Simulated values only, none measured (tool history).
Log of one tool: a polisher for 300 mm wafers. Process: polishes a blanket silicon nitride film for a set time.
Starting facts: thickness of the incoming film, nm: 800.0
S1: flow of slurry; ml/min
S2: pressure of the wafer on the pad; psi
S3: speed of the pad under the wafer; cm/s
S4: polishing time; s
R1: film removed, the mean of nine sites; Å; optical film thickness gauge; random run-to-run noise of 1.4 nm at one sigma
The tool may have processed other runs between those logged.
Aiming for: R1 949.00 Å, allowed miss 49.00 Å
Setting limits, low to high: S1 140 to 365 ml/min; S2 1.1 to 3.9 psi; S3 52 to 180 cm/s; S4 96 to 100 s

run 1 hour=0.0 | S1=235 S2=2.5 S3=116 S4=96 | R1=1415.90
run 2 hour=5.2 | S1=235 S2=2.3 S3=116 S4=96 | R1=1327.60
run 3 hour=12.2 | S1=235 S2=2.9 S3=116 S4=96 | R1=1558.30
run 4 hour=20.4 | S1=235 S2=3.3 S3=116 S4=96 | R1=1784.30
run 5 hour=29.2 | S1=235 S2=3.3 S3=116 S4=96 | R1=1758.90
run 6 hour=36.4 | S1=235 S2=3.0 S3=114 S4=96 | R1=1619.60
run 7 hour=43.3 | S1=235 S2=2.7 S3=112 S4=96 | R1=1446.10
run 8 hour=49.5 | S1=235 S2=2.5 S3=110 S4=96 | R1=1362.80
run 9 hour=54.0 | S1=235 S2=2.3 S3=108 S4=96 | R1=1258.50

5 candidate next runs follow, results not yet known. Just one meets every target within its allowed miss. Identify it.
run A hour=58.5 | S1=245 S2=1.2 S3=134 S4=96 | R1=?
run B hour=58.5 | S1=245 S2=2.0 S3=108 S4=96 | R1=?
run C hour=58.5 | S1=300 S2=1.7 S3=120 S4=98 | R1=?
run D hour=58.5 | S1=365 S2=2.5 S3=144 S4=100 | R1=?
run E hour=58.5 | S1=220 S2=2.9 S3=142 S4=100 | R1=?

move=A R1=924.78
move=B R1=1107.50
move=C R1=1110.70
move=D R1=1774.70
move=E R1=1898.50
A: in spec on every target
B: closes in on the targets versus the last run, not all within tolerance yet
C: closes in on the targets versus the last run, not all within tolerance yet
D: misses by more than the last run did
E: misses by more than the last run did
A is the move that brings every result within its allowed miss.
